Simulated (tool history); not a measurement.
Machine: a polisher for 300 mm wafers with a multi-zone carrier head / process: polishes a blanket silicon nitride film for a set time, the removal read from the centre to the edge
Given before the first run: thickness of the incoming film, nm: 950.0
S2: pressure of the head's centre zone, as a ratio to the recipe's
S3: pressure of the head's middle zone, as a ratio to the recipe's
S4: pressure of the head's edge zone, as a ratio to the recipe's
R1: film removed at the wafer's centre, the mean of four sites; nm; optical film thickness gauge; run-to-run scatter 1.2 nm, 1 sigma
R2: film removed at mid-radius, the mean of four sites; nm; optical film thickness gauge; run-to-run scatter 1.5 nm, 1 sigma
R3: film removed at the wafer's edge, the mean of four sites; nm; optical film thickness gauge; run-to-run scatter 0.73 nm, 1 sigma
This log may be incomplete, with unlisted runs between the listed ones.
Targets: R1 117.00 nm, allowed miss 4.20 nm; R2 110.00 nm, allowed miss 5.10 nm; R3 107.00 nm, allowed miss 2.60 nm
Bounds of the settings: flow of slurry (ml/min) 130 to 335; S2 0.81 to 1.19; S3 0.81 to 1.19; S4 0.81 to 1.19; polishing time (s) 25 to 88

Run 1, day 0.000: flow of slurry (ml/min) 215, S2 1.00, S3 1.00, S4 1.00, polishing time (s) 56. Result: R1 127.56 nm, R2 127.68 nm, R3 128.09 nm.
Run 2, day 0.250: flow of slurry (ml/min) 165, S2 1.00, S3 1.00, S4 1.00, polishing time (s) 56. Result: R1 122.78 nm, R2 121.33 nm, R3 124.96 nm.
Run 3, day 0.288: flow of slurry (ml/min) 165, S2 1.00, S3 1.07, S4 1.00, polishing time (s) 56. Result: R1 125.17 nm, R2 132.49 nm, R3 124.28 nm.
Run 4, day 0.575: flow of slurry (ml/min) 165, S2 1.01, S3 1.06, S4 0.98, polishing time (s) 55. Result: R1 120.13 nm, R2 129.89 nm, R3 120.72 nm.
Run 5, day 0.812: flow of slurry (ml/min) 165, S2 1.03, S3 1.04, S4 0.96, polishing time (s) 54. Result: R1 120.54 nm, R2 124.88 nm, R3 116.94 nm.
Run 6, day 1.158: flow of slurry (ml/min) 130, S2 1.03, S3 1.04, S4 0.96, polishing time (s) 54. Result: R1 113.91 nm, R2 117.49 nm, R3 114.36 nm.
Run 7, day 1.442: flow of slurry (ml/min) 130, S2 1.04, S3 1.03, S4 0.95, polishing time (s) 54. Result: R1 115.86 nm, R2 116.29 nm, R3 113.24 nm.
Run 8, day 1.608: flow of slurry (ml/min) 130, S2 1.05, S3 1.02, S4 0.94, polishing time (s) 54. Result: R1 116.76 nm, R2 114.14 nm, R3 110.36 nm.
Run 9, day 1.867: flow of slurry (ml/min) 130, S2 1.06, S3 1.01, S4 0.93, polishing time (s) 54. Result: R1 116.45 nm, R2 114.15 nm, R3 111.47 nm.
Run 10, day 2.200: flow of slurry (ml/min) 130, S2 1.07, S3 1.01, S4 0.92, polishing time (s) 54. Result: R1 118.07 nm, R2 113.09 nm, R3 109.14 nm.
Run 11, day 2.392: flow of slurry (ml/min) 130, S2 1.07, S3 1.00, S4 0.91, polishing time (s) 54. Result: R1 117.16 nm, R2 111.08 nm, R3 109.27 nm.

Of the 5 settings listed for the next run, only one would bring every result within its allowed miss of target. Which one?
Run A, day 2.583: flow of slurry (ml/min) 130, S2 0.99, S3 0.98, S4 0.90, polishing time (s) 55. Result: R1 ?, R2 ?, R3 ?.
Run B, day 2.583: flow of slurry (ml/min) 130, S2 1.02, S3 0.98, S4 0.90, polishing time (s) 55. Result: R1 ?, R2 ?, R3 ?.
Run C, day 2.583: flow of slurry (ml/min) 130, S2 1.07, S3 0.92, S4 0.97, polishing time (s) 54. Result: R1 ?, R2 ?, R3 ?.
Run D, day 2.583: flow of slurry (ml/min) 130, S2 1.04, S3 1.03, S4 0.94, polishing time (s) 55. Result: R1 ?, R2 ?, R3 ?.
Run E, day 2.583: flow of slurry (ml/min) 145, S2 1.07, S3 0.98, S4 0.90, polishing time (s) 52. Result: R1 ?, R2 ?, R3 ?.

move      R1      R2      R3
   A  112.42  111.45  111.06
   B  115.85  111.44  111.06
   C  119.31  103.73  113.01
   D  118.18  116.20  113.24
   E  118.66  108.34  107.11
A: its largest miss is bigger than the last run's
B: its largest miss is bigger than the last run's
C: its largest miss is bigger than the last run's
D: its largest miss is bigger than the last run's
E: each result inside its tolerance
Answer: E
